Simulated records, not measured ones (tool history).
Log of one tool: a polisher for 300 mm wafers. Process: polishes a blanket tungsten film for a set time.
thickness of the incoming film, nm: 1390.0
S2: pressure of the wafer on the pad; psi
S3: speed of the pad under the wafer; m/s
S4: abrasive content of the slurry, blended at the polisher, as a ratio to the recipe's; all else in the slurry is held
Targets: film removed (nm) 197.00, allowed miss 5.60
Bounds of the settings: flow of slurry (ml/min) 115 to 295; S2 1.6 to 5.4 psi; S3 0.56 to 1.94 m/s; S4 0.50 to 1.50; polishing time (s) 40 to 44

run 1 hour=0.0 | flow_of_slurry_(ml/min)=190 S2=3.5 S3=1.24 S4=1.00 polishing_time_(s)=44 | film_removed_(nm)=261.58
run 2 hour=5.2 | flow_of_slurry_(ml/min)=185 S2=3.2 S3=1.24 S4=1.00 polishing_time_(s)=44 | film_removed_(nm)=239.89
run 3 hour=8.0 | flow_of_slurry_(ml/min)=185 S2=3.2 S3=1.24 S4=1.00 polishing_time_(s)=44 | film_removed_(nm)=241.56
run 4 hour=14.7 | flow_of_slurry_(ml/min)=155 S2=3.2 S3=1.24 S4=1.00 polishing_time_(s)=44 | film_removed_(nm)=231.85
run 5 hour=19.7 | flow_of_slurry_(ml/min)=155 S2=3.2 S3=1.24 S4=1.20 polishing_time_(s)=44 | film_removed_(nm)=248.68
run 6 hour=21.2 | flow_of_slurry_(ml/min)=155 S2=3.2 S3=1.24 S4=1.10 polishing_time_(s)=44 | film_removed_(nm)=241.03
run 7 hour=21.7 | flow_of_slurry_(ml/min)=150 S2=3.0 S3=1.24 S4=1.10 polishing_time_(s)=44 | film_removed_(nm)=227.22
run 8 hour=25.7 | flow_of_slurry_(ml/min)=145 S2=2.9 S3=1.24 S4=1.10 polishing_time_(s)=44 | film_removed_(nm)=216.66
run 9 hour=28.8 | flow_of_slurry_(ml/min)=140 S2=2.8 S3=1.24 S4=1.10 polishing_time_(s)=44 | film_removed_(nm)=206.43
run 10 hour=33.2 | flow_of_slurry_(ml/min)=135 S2=2.8 S3=1.24 S4=1.10 polishing_time_(s)=44 | film_removed_(nm)=206.23
run 11 hour=35.8 | flow_of_slurry_(ml/min)=130 S2=2.8 S3=1.24 S4=1.10 polishing_time_(s)=44 | film_removed_(nm)=203.29

Which of these 4 next moves meets every target?
run A hour=38.4 | flow_of_slurry_(ml/min)=135 S2=2.7 S3=1.28 S4=1.15 polishing_time_(s)=44 | film_removed_(nm)=?
run B hour=38.4 | flow_of_slurry_(ml/min)=115 S2=2.5 S3=1.56 S4=1.10 polishing_time_(s)=41 | film_removed_(nm)=?
run C hour=38.4 | flow_of_slurry_(ml/min)=125 S2=3.2 S3=1.16 S4=0.95 polishing_time_(s)=40 | film_removed_(nm)=?
run D hour=38.4 | flow_of_slurry_(ml/min)=120 S2=3.0 S3=1.14 S4=1.10 polishing_time_(s)=44 | film_removed_(nm)=?

move=A film_removed_(nm)=207.06
move=B film_removed_(nm)=205.89
move=C film_removed_(nm)=186.32
move=D film_removed_(nm)=196.34
A: further off than the last run
B: further off than the last run
C: takes the result that was furthest off past its target
D: meets every target
The right move is D.
